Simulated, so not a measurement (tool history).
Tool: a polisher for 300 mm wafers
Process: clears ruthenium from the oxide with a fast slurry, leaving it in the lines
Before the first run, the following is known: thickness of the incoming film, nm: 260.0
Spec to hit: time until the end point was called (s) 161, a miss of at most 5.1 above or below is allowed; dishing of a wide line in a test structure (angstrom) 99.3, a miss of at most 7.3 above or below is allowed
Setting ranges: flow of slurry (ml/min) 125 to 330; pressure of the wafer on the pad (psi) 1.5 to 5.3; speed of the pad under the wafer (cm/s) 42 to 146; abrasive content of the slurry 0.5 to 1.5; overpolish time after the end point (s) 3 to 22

| run | hour | flow of slurry (ml/min) | pressure of the wafer on the pad (psi) | speed of the pad under the wafer (cm/s) | abrasive content of the slurry | overpolish time after the end point (s) | time until the end point was called (s) | dishing of a wide line in a test structure (angstrom) |
|---|---|---|---|---|---|---|---|---|
| 1 | 0 | 210 | 3.4 | 94 | 1 | 11 | 60.02 | 160.16 |
| 2 | 5.3 | 210 | 3.1 | 88 | 1 | 10 | 71.267 | 138.47 |
| 3 | 5.9 | 210 | 3.1 | 88 | 0.9 | 10 | 74.139 | 141.74 |
| 4 | 7.9 | 170 | 3.1 | 88 | 0.9 | 10 | 77.843 | 140.64 |
| 5 | 12.7 | 165 | 2.8 | 86 | 0.9 | 10 | 87.931 | 134.28 |
| 6 | 18.7 | 165 | 2.8 | 66 | 0.9 | 10 | 115.49 | 120.73 |
|  | 20.2 | head pressure recalibrated |
| 7 | 20.2 | 160 | 2.6 | 66 | 0.9 | 9 | 114.09 | 107.52 |
| 8 | 22.6 | 160 | 2.4 | 66 | 0.9 | 9 | 126.37 | 109.66 |
| 9 | 26.2 | 155 | 2.3 | 66 | 0.9 | 9 | 127.93 | 107.19 |
| 10 | 30.1 | 155 | 1.5 | 64 | 0.9 | 8 | 204.57 | 73.112 |
| 11 | 31.5 | 155 | 1.6 | 64 | 0.9 | 9 | 186.53 | 84.659 |
| 12 | 34.2 | 155 | 1.6 | 64 | 0.9 | 9 | 189.87 | 82.767 |
| 13 | 42.6 | 155 | 1.7 | 64 | 0.9 | 9 | 177.25 | 89.275 |
| 14 | 50 | 155 | 1.8 | 64 | 0.9 | 10 | 170.49 | 95.181 |
| 15 | 57.1 | 170 | 2 | 64 | 0.9 | 11 | 150.76 | 106.41 |

Exactly one of the 4 candidate moves below puts every result within its allowed miss. Which one?
| A | 64.2 | 135 | 2.1 | 56 | 1 | 10 | ? | ? |
| B | 64.2 | 200 | 2.1 | 60 | 1 | 10 | ? | ? |
| C | 64.2 | 125 | 2.7 | 50 | 0.85 | 13 | ? | ? |
| D | 64.2 | 175 | 1.5 | 80 | 1.05 | 12 | ? | ? |

| move | time until the end point was called (s) | dishing of a wide line in a test structure (angstrom) |
|---|---|---|
| A | 159.39 | 98.916 |
| B | 138.75 | 107.4 |
| C | 157.85 | 115.52 |
| D | 143.61 | 116.4 |
A: meets every target
B: further off than the last run
C: the worst result of the last run now meets its target, but another is out of spec
D: further off than the last run
The move that meets every target is A.
